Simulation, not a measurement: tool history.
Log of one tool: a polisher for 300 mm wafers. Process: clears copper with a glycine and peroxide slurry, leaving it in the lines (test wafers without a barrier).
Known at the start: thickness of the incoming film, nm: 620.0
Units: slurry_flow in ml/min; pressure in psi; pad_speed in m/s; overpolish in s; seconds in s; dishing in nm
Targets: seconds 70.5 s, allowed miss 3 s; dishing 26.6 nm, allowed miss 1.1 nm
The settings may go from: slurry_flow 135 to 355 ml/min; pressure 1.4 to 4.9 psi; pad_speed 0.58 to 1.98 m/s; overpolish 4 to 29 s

{"run": 1, "hour": 0.0, "slurry_flow": 225, "pressure": 3.1, "pad_speed": 1.28, "overpolish": 15, "seconds": 89.277, "dishing": 64.152}
{"run": 2, "hour": 4.3, "slurry_flow": 225, "pressure": 3.8, "pad_speed": 1.28, "overpolish": 15, "seconds": 74.12, "dishing": 72.586}
{"run": 3, "hour": 8.9, "slurry_flow": 225, "pressure": 3.8, "pad_speed": 1.28, "overpolish": 11, "seconds": 72.155, "dishing": 58.716}
{"run": 4, "hour": 16.9, "slurry_flow": 205, "pressure": 3.8, "pad_speed": 1.24, "overpolish": 10, "seconds": 74.966, "dishing": 54.67}
{"run": 5, "hour": 25.0, "slurry_flow": 235, "pressure": 3.7, "pad_speed": 1.22, "overpolish": 9, "seconds": 77.859, "dishing": 47.561}
{"run": 6, "hour": 28.5, "slurry_flow": 210, "pressure": 3.7, "pad_speed": 1.22, "overpolish": 9, "seconds": 77.617, "dishing": 47.958}
{"run": 7, "hour": 35.8, "slurry_flow": 240, "pressure": 4, "pad_speed": 1.08, "overpolish": 8, "seconds": 77.689, "dishing": 43.684}
{"run": 8, "hour": 42.9, "slurry_flow": 265, "pressure": 4.2, "pad_speed": 0.98, "overpolish": 7, "seconds": 79.878, "dishing": 38.455}
{"run": 9, "hour": 51.8, "slurry_flow": 285, "pressure": 4.3, "pad_speed": 0.94, "overpolish": 6, "seconds": 80.974, "dishing": 34.438}
{"run": 10, "hour": 57.1, "slurry_flow": 300, "pressure": 4.4, "pad_speed": 0.92, "overpolish": 6, "seconds": 79.884, "dishing": 34.213}
{"run": 11, "hour": 64.8, "slurry_flow": 310, "pressure": 4.5, "pad_speed": 0.9, "overpolish": 6, "seconds": 78.699, "dishing": 34.02}
{"run": 12, "hour": 71.3, "slurry_flow": 320, "pressure": 4.6, "pad_speed": 0.88, "overpolish": 6, "seconds": 78.272, "dishing": 34.053}
{"run": 13, "hour": 76.2, "slurry_flow": 325, "pressure": 4.7, "pad_speed": 0.86, "overpolish": 6, "seconds": 79.542, "dishing": 35.218}
{"run": 14, "hour": 78.1, "slurry_flow": 325, "pressure": 4.7, "pad_speed": 0.86, "overpolish": 6, "seconds": 78.383, "dishing": 35.093}

Which of these 5 next moves meets every target?
{"run": "A", "hour": 80.0, "slurry_flow": 320, "pressure": 4.7, "pad_speed": 0.72, "overpolish": 9, "seconds": "?", "dishing": "?"}
{"run": "B", "hour": 80.0, "slurry_flow": 305, "pressure": 4.6, "pad_speed": 1.02, "overpolish": 8, "seconds": "?", "dishing": "?"}
{"run": "C", "hour": 80.0, "slurry_flow": 325, "pressure": 4.6, "pad_speed": 0.86, "overpolish": 4, "seconds": "?", "dishing": "?"}
{"run": "D", "hour": 80.0, "slurry_flow": 320, "pressure": 4.9, "pad_speed": 1.04, "overpolish": 8, "seconds": "?", "dishing": "?"}
{"run": "E", "hour": 80.0, "slurry_flow": 335, "pressure": 4.6, "pad_speed": 1.04, "overpolish": 4, "seconds": "?", "dishing": "?"}

move=A seconds=85.3 dishing=45.264
move=B seconds=70.963 dishing=47.546
move=C seconds=78.421 dishing=23.97
move=D seconds=66.209 dishing=50.302
move=E seconds=69.675 dishing=26.643
A: further off than the last run
B: further off than the last run
C: takes the result that was furthest off past its target
D: further off than the last run
E: meets every target
Move E is the one to make.
